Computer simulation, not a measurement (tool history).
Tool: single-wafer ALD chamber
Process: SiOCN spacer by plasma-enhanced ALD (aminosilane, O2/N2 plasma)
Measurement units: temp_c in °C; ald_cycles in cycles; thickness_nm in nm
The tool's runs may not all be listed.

Run 1, hour 0: temp_c 405 °C, ald_cycles 69 cycles. Result: thickness_nm 4.0933 nm.
Run 2, hour 1.7: temp_c 409 °C, ald_cycles 68 cycles. Result: thickness_nm 3.9922 nm.
Run 3, hour 4.3: temp_c 412 °C, ald_cycles 67 cycles. Result: thickness_nm 3.8473 nm.
Run 4, hour 9.8: temp_c 406 °C, ald_cycles 67 cycles. Result: thickness_nm 3.9166 nm.
Run 5, hour 13.8: temp_c 409 °C, ald_cycles 66 cycles. Result: thickness_nm 3.844 nm.
Run 6, hour 16.6: temp_c 409 °C, ald_cycles 71 cycles. Result: thickness_nm 4.19 nm.
Run 7, hour 19.1: temp_c 413 °C, ald_cycles 69 cycles. Result: thickness_nm 4.0009 nm.
Run 8, hour 25: temp_c 413 °C, ald_cycles 69 cycles. Result: thickness_nm 3.9656 nm.
Run 9, hour 27.8: temp_c 417 °C, ald_cycles 69 cycles. Result: thickness_nm 3.9426 nm.
Run 10, hour 36.8: temp_c 417 °C, ald_cycles 69 cycles. Result: thickness_nm 3.9471 nm.

What does the tool deliver on the next run?
Run 11, hour 40.4: temp_c 419 °C, ald_cycles 68 cycles. Result: thickness_nm ?.

For run 11 the tool returned thickness_nm 3.8508 nm.

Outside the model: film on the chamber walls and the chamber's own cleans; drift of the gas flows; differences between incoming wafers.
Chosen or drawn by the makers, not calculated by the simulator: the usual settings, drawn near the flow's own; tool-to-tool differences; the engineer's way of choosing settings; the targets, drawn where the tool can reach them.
